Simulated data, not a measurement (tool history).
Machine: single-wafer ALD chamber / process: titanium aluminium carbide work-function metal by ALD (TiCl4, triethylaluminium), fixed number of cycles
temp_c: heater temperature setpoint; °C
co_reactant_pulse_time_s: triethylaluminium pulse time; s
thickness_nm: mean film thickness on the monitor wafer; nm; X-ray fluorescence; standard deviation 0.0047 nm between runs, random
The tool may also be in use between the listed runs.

run,hour,temp_c,co_reactant_pulse_time_s,thickness_nm
1,0,280,15.05,2.0294
2,7.9,287,15.05,2.0989
3,11.1,278,12.25,1.9997
4,19.5,271,10.19,1.9009
5,26.8,271,8.33,1.888
6,28.1,267,7.88,1.8365
7,37.2,265,7.66,1.814

Run 8 comes next. What will it give?
8,39.3,264,7.52,?

{"run 8": {"thickness_nm": 1.8133}}
